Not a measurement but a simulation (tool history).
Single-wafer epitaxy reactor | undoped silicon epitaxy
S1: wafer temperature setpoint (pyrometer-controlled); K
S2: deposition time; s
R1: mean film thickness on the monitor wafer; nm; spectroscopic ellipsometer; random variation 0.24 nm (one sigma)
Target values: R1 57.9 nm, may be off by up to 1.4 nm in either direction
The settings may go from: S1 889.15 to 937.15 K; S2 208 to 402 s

run    day      S1   S2      R1
  1      0  913.15  305   33.03
  2  0.317  920.15  308  38.155
  3  0.667  920.15  278  35.013
  4   0.85  920.15  294  36.833
  5  1.092  920.15  313  38.833
  6  1.225  925.15  319  43.801
  7  1.508  928.15  323  47.392
  8  1.646  931.15  325  50.666
  9  1.758  933.15  326  52.591

Which of these 5 next moves meets every target?
  A  1.871  937.15  308   ?
  B  1.871  926.15  331   ?
  C  1.871  937.15  346   ?
  D  1.871  935.15  305   ?
  E  1.871  936.15  334   ?

move      R1
   A  53.554
   B  46.309
   C  60.161
   D  50.995
   E  56.949
A: an improvement on the last run, though not all results are within tolerance
B: lands further from the targets than the last run did
C: carries the result that was furthest off beyond its target, to the other side
D: lands further from the targets than the last run did
E: in spec on every target
E is the move that brings every result within its allowed miss.

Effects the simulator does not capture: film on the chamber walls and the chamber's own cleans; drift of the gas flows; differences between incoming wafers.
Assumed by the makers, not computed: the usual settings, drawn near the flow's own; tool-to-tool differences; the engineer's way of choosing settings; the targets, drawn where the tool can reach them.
